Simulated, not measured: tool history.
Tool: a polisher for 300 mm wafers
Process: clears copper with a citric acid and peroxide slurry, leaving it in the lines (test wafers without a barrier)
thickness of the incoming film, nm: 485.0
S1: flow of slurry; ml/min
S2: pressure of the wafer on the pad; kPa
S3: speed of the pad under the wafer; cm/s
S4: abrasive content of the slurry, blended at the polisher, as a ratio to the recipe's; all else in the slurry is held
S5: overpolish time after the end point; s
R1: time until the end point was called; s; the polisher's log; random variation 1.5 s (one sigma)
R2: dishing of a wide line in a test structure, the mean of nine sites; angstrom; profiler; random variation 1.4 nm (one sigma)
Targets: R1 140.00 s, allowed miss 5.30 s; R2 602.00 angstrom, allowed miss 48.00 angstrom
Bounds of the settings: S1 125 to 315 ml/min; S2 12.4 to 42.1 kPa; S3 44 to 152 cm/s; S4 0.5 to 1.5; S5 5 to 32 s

run	hour	S1	S2	S3	S4	S5	R1	R2
1	0.0	205	26.9	98	1.0	16	157.16	353.42
2	3.4	160	26.9	98	1.0	16	163.54	349.05
3	8.2	160	27.6	98	1.0	18	155.57	379.08
4	14.5	160	27.6	98	1.0	15	160.20	329.22
5	20.6	160	21.4	98	1.0	15	185.19	269.02
6	26.4	160	27.6	98	1.0	15	155.95	333.00
7	34.9	160	27.6	98	1.0	15	157.69	336.02
8	36.7	160	29.0	98	1.0	17	152.78	381.11
9	45.6	160	29.6	98	1.0	19	146.97	423.80
10	50.4	160	29.6	98	1.0	21	151.49	464.38
11	58.4	160	30.3	98	1.0	22	145.11	488.47
12	64.0	160	30.3	98	1.0	23	144.95	518.22
13	69.7	160	30.3	98	1.0	24	145.30	513.24
14	71.0	160	31.0	98	1.0	25	145.09	533.18

5 next moves are on the table. One of them brings every result within its allowed miss. Which?
A	72.3	130	28.3	112	0.9	19	?	?
B	72.3	185	35.9	92	1.2	25	?	?
C	72.3	165	33.8	94	0.9	22	?	?
D	72.3	135	31.0	90	1.1	29	?	?
E	72.3	140	33.8	100	0.9	27	?	?

move	R1	R2
A	148.72	434.95
B	128.32	616.77
C	145.69	502.32
D	155.67	592.86
E	141.17	606.67
A: further off than the last run
B: brings the result that was furthest off to its target, and leaves another outside
C: further off than the last run
D: brings the result that was furthest off to its target, and leaves another outside
E: meets every target
The right move is E.

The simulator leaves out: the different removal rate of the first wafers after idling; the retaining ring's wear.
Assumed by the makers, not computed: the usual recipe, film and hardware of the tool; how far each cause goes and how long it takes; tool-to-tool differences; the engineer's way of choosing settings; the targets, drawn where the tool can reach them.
